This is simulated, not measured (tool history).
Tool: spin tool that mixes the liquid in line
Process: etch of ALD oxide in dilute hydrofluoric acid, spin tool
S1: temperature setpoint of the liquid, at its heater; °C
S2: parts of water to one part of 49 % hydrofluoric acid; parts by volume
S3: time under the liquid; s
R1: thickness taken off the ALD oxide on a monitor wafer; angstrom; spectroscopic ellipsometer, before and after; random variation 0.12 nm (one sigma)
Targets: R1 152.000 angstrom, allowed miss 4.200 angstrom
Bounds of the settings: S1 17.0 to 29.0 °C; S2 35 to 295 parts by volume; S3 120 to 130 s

Run 1, hour 0.0: S1 21.0 °C, S2 165 parts by volume, S3 120 s. Result: R1 74.773 angstrom.
Run 2, hour 5.8: S1 21.0 °C, S2 165 parts by volume, S3 120 s. Result: R1 74.594 angstrom.
Run 3, hour 6.8: S1 23.0 °C, S2 150 parts by volume, S3 120 s. Result: R1 89.156 angstrom.
Run 4, hour 13.2: S1 24.5 °C, S2 140 parts by volume, S3 120 s. Result: R1 104.000 angstrom.
Run 5, hour 21.3: S1 24.5 °C, S2 140 parts by volume, S3 120 s. Result: R1 104.080 angstrom.
Run 6, hour 26.3: S1 26.5 °C, S2 140 parts by volume, S3 120 s. Result: R1 109.790 angstrom.
Run 7, hour 32.7: S1 29.0 °C, S2 95 parts by volume, S3 120 s. Result: R1 189.480 angstrom.
Run 8, hour 37.2: S1 28.0 °C, S2 95 parts by volume, S3 120 s. Result: R1 183.090 angstrom.
Run 9, hour 40.1: S1 27.0 °C, S2 95 parts by volume, S3 120 s. Result: R1 177.490 angstrom.
Run 10, hour 43.8: S1 26.0 °C, S2 95 parts by volume, S3 120 s. Result: R1 170.730 angstrom.
Run 11, hour 48.9: S1 25.0 °C, S2 95 parts by volume, S3 120 s. Result: R1 164.980 angstrom.
Run 12, hour 54.5: S1 24.5 °C, S2 95 parts by volume, S3 120 s. Result: R1 159.180 angstrom.
Run 13, hour 56.5: S1 24.0 °C, S2 95 parts by volume, S3 120 s. Result: R1 158.610 angstrom.

4 next moves are on the table. One of them brings every result within its allowed miss. Which?
Run A, hour 58.5: S1 23.0 °C, S2 90 parts by volume, S3 120 s. Result: R1 ?.
Run B, hour 58.5: S1 23.0 °C, S2 100 parts by volume, S3 120 s. Result: R1 ?.
Run C, hour 58.5: S1 21.0 °C, S2 85 parts by volume, S3 125 s. Result: R1 ?.
Run D, hour 58.5: S1 25.5 °C, S2 110 parts by volume, S3 130 s. Result: R1 ?.

move       R1
   A  161.000
   B  143.160
   C  164.670
   D  153.680
A: further off than the last run
B: takes the result that was furthest off past its target
C: further off than the last run
D: meets every target
Move D is the one to make.
